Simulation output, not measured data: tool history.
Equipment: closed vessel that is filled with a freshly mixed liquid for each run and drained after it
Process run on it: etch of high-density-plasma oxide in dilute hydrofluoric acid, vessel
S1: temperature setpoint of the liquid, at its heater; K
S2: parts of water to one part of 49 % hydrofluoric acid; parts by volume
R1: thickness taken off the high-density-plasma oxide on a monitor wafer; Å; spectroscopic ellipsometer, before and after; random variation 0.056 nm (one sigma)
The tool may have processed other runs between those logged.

run 1 hour=0 | S1=299.15 S2=210 time_in_the_liquid_(s)=260 | R1=75.511
run 2 hour=1.2 | S1=298.15 S2=210 time_in_the_liquid_(s)=260 | R1=73.386
run 3 hour=5.2 | S1=297.15 S2=210 time_in_the_liquid_(s)=260 | R1=70.997
run 4 hour=9 | S1=296.15 S2=210 time_in_the_liquid_(s)=260 | R1=67.712
run 5 hour=14.4 | S1=295.65 S2=210 time_in_the_liquid_(s)=260 | R1=67.506
run 6 hour=22.7 | S1=298.65 S2=210 time_in_the_liquid_(s)=260 | R1=75.358
run 7 hour=23.9 | S1=297.65 S2=210 time_in_the_liquid_(s)=260 | R1=73.176
run 8 hour=28.3 | S1=297.65 S2=210 time_in_the_liquid_(s)=260 | R1=72.524
run 9 hour=32.9 | S1=296.65 S2=210 time_in_the_liquid_(s)=260 | R1=70.534
run 10 hour=39.1 | S1=296.15 S2=210 time_in_the_liquid_(s)=260 | R1=68.019
run 11 hour=44 | S1=296.15 S2=210 time_in_the_liquid_(s)=260 | R1=68.38

Predict the results of run 12:
run 12 hour=52.3 | S1=295.65 S2=210 time_in_the_liquid_(s)=260 | R1=?

{"run 12": {"R1": 67.725}}
